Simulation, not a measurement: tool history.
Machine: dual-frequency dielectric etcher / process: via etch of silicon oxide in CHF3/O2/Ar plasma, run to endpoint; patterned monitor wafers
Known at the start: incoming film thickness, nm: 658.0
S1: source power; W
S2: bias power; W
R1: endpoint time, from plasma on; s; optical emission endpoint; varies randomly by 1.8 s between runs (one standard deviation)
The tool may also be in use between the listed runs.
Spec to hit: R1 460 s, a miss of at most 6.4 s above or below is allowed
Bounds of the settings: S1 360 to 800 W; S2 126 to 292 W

| run | day | S1 | S2 | R1 |
|---|---|---|---|---|
| 1 | 0 | 580 | 209 | 340.34 |
| 2 | 0.342 | 550 | 196 | 356.68 |
| 3 | 0.55 | 520 | 186 | 375.9 |
| 4 | 0.7 | 500 | 181 | 388.84 |
| 5 | 0.938 | 480 | 178 | 400.92 |
| 6 | 1.238 | 480 | 148 | 434.01 |
| 7 | 1.6 | 380 | 145 | 487.32 |
| 8 | 1.708 | 390 | 145 | 485.59 |
| 9 | 1.9 | 400 | 145 | 480.06 |
| 10 | 2.075 | 410 | 145 | 475.37 |

4 next moves are on the table. One of them brings every result within its allowed miss. Which?
| A | 2.25 | 390 | 161 | ? |
| B | 2.25 | 420 | 130 | ? |
| C | 2.25 | 380 | 145 | ? |
| D | 2.25 | 360 | 151 | ? |

| move | R1 |
|---|---|
| A | 461.26 |
| B | 495.43 |
| C | 492.45 |
| D | 495.78 |
A: all results land within tolerance of their targets
B: its largest miss is bigger than the last run's
C: its largest miss is bigger than the last run's
D: its largest miss is bigger than the last run's
The move that meets every target is A.

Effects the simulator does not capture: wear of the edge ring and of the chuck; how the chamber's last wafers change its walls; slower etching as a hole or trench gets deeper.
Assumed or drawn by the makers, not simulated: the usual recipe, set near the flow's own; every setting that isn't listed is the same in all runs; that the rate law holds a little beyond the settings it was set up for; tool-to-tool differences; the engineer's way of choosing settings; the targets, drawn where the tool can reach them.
